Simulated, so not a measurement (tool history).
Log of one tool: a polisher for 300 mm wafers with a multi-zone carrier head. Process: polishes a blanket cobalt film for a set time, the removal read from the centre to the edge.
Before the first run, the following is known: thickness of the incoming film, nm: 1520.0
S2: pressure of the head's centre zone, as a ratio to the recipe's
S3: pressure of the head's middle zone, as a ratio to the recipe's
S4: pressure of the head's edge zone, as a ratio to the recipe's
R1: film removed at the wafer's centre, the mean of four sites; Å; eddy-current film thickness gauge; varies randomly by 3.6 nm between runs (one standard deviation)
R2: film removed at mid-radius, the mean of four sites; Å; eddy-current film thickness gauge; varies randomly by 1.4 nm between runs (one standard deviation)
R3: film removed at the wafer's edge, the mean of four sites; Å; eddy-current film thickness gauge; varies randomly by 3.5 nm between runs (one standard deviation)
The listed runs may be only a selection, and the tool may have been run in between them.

Run 1, hour 0.0: flow of slurry (ml/min) 135, S2 1.00, S3 1.00, S4 1.00, polishing time (s) 61. Result: R1 3007.6 Å, R2 2981.3 Å, R3 2957.4 Å.
Run 2, hour 7.0: flow of slurry (ml/min) 135, S2 1.00, S3 1.07, S4 1.00, polishing time (s) 61. Result: R1 2998.3 Å, R2 3182.1 Å, R3 2983.8 Å.
Run 3, hour 15.4: flow of slurry (ml/min) 155, S2 1.00, S3 1.07, S4 1.00, polishing time (s) 61. Result: R1 3019.4 Å, R2 3238.0 Å, R3 3047.3 Å.
Run 4, hour 23.6: flow of slurry (ml/min) 155, S2 1.00, S3 1.07, S4 1.00, polishing time (s) 51. Result: R1 2559.7 Å, R2 2696.6 Å, R3 2543.2 Å.
Run 5, hour 26.4: flow of slurry (ml/min) 185, S2 1.00, S3 1.07, S4 1.00, polishing time (s) 51. Result: R1 2699.0 Å, R2 2789.3 Å, R3 2575.7 Å.
Run 6, hour 31.9: flow of slurry (ml/min) 155, S2 1.00, S3 1.07, S4 1.00, polishing time (s) 51. Result: R1 2636.1 Å, R2 2718.9 Å, R3 2569.9 Å.
Run 7, hour 33.1: flow of slurry (ml/min) 150, S2 1.04, S3 1.02, S4 1.00, polishing time (s) 51. Result: R1 2657.8 Å, R2 2551.4 Å, R3 2537.5 Å.
Run 8, hour 41.5: flow of slurry (ml/min) 150, S2 1.08, S3 0.99, S4 0.98, polishing time (s) 51. Result: R1 2799.5 Å, R2 2490.1 Å, R3 2521.5 Å.

Run 9 has not been measured yet. What should we expect?
Run 9, hour 44.7: flow of slurry (ml/min) 150, S2 1.08, S3 0.99, S4 0.98, polishing time (s) 51. Result: R1 ?, R2 ?, R3 ?.

{"run 9": {"R1": 2808.9, "R2": 2526.1, "R3": 2506.3}}
